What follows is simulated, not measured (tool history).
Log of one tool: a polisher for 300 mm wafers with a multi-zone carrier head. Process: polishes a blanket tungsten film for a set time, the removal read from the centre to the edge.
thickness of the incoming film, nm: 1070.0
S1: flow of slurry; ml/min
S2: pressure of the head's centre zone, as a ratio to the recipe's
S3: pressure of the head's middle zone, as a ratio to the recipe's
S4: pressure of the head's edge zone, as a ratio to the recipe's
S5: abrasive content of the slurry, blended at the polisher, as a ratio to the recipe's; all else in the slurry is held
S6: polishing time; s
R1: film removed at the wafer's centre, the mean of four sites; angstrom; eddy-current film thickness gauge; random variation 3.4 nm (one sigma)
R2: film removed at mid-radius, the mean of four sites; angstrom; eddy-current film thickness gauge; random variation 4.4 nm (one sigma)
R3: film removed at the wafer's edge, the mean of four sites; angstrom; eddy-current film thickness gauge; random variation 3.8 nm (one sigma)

Run 1, hour 0: S1 140 ml/min, S2 1, S3 1, S4 1, S5 1, S6 70 s. Result: R1 3985.1 angstrom, R2 3625.6 angstrom, R3 3636.8 angstrom.
Run 2, hour 6.4: S1 160 ml/min, S2 1, S3 1, S4 1, S5 1, S6 70 s. Result: R1 4098.1 angstrom, R2 3765.8 angstrom, R3 3704 angstrom.
Run 3, hour 9: S1 160 ml/min, S2 1, S3 1, S4 1.04, S5 1, S6 70 s. Result: R1 4099.9 angstrom, R2 3795.8 angstrom, R3 3773.2 angstrom.
Run 4, hour 16.2: S1 190 ml/min, S2 1, S3 1, S4 1.04, S5 1, S6 70 s. Result: R1 4301.2 angstrom, R2 3913.3 angstrom, R3 3872.1 angstrom.
Run 5, hour 22.8: S1 165 ml/min, S2 1, S3 1, S4 1.04, S5 1, S6 70 s. Result: R1 4095.2 angstrom, R2 3810.2 angstrom, R3 3798 angstrom.
Run 6, hour 29: S1 175 ml/min, S2 1.02, S3 0.98, S4 1.06, S5 1, S6 70 s. Result: R1 4272.8 angstrom, R2 3776 angstrom, R3 3815.6 angstrom.
Run 7, hour 34.5: S1 180 ml/min, S2 1.02, S3 0.97, S4 1.08, S5 1.05, S6 70 s. Result: R1 4302.3 angstrom, R2 3804.4 angstrom, R3 3939.1 angstrom.
Run 8, hour 41.7: S1 185 ml/min, S2 1.03, S3 0.96, S4 1.09, S5 1.05, S6 70 s. Result: R1 4437.3 angstrom, R2 3733.1 angstrom, R3 3995.1 angstrom.
Run 9, hour 45.6: S1 215 ml/min, S2 1.04, S3 0.97, S4 1.13, S5 1.1, S6 70 s. Result: R1 4672 angstrom, R2 4060.1 angstrom, R3 4179.9 angstrom.

The next listed run, before its measurement:
Run 10, hour 46.9: S1 215 ml/min, S2 1.04, S3 0.96, S4 1.13, S5 1.1, S6 70 s. Result: R1 ?, R2 ?, R3 ?.

R1: 4666.4 angstrom
R2: 3948.5 angstrom
R3: 4185.3 angstrom

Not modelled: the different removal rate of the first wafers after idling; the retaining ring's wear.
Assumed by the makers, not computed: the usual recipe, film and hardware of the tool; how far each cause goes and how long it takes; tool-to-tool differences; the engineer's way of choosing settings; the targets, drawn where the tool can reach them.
